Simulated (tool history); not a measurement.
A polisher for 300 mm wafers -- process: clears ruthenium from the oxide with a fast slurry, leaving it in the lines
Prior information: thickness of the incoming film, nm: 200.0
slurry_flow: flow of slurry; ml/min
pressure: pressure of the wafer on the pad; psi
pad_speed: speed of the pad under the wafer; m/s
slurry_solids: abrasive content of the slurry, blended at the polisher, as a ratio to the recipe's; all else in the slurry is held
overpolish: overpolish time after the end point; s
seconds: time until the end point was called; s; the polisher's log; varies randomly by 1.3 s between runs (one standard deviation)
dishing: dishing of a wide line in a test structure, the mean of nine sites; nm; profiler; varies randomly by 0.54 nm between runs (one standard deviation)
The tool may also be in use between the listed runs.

Run 1, hour 0.0: slurry_flow 285 ml/min, pressure 2.5 psi, pad_speed 1.22 m/s, slurry_solids 1.0, overpolish 19 s. Result: seconds 45.959 s, dishing 59.232 nm.
Run 2, hour 1.2: slurry_flow 285 ml/min, pressure 2.2 psi, pad_speed 1.22 m/s, slurry_solids 1.0, overpolish 19 s. Result: seconds 49.874 s, dishing 55.722 nm.
Run 3, hour 5.7: slurry_flow 285 ml/min, pressure 2.0 psi, pad_speed 1.16 m/s, slurry_solids 1.0, overpolish 18 s. Result: seconds 54.901 s, dishing 47.566 nm.
Run 4, hour 8.3: slurry_flow 285 ml/min, pressure 2.0 psi, pad_speed 1.16 m/s, slurry_solids 1.0, overpolish 14 s. Result: seconds 56.608 s, dishing 38.991 nm.
Run 5, hour 13.2: slurry_flow 285 ml/min, pressure 1.8 psi, pad_speed 1.12 m/s, slurry_solids 1.0, overpolish 15 s. Result: seconds 61.388 s, dishing 37.224 nm.
Run 6, hour 14.3: slurry_flow 285 ml/min, pressure 1.6 psi, pad_speed 1.08 m/s, slurry_solids 1.0, overpolish 16 s. Result: seconds 71.873 s, dishing 36.414 nm.

Estimate the outcome of run 7 from the log above:
Run 7, hour 22.0: slurry_flow 285 ml/min, pressure 1.5 psi, pad_speed 1.08 m/s, slurry_solids 1.0, overpolish 16 s. Result: seconds ?, dishing ?.

Logged for run 7: seconds 74.988 s, dishing 33.678 nm.
